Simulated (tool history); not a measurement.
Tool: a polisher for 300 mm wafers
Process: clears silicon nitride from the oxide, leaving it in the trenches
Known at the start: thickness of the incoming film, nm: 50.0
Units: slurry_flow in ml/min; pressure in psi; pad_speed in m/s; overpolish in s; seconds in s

| run | hour | slurry_flow | pressure | pad_speed | overpolish | seconds |
|---|---|---|---|---|---|---|
| 1 | 0 | 305 | 1.9 | 1.06 | 6 | 91.472 |
| 2 | 2.4 | 235 | 1.9 | 1.06 | 6 | 93.401 |
| 3 | 9.7 | 235 | 1.9 | 1.06 | 6 | 93.097 |
| 4 | 18.4 | 235 | 1.9 | 0.8 | 6 | 116.32 |
| 5 | 24.6 | 235 | 1.9 | 0.64 | 6 | 140 |
| 6 | 26.5 | 235 | 1.6 | 0.64 | 6 | 161.49 |
| 7 | 29.3 | 235 | 1.5 | 0.64 | 6 | 170.15 |

Forecast run 8:
| 8 | 36.4 | 235 | 1.4 | 0.64 | 6 | ? |

seconds: 178.89 s
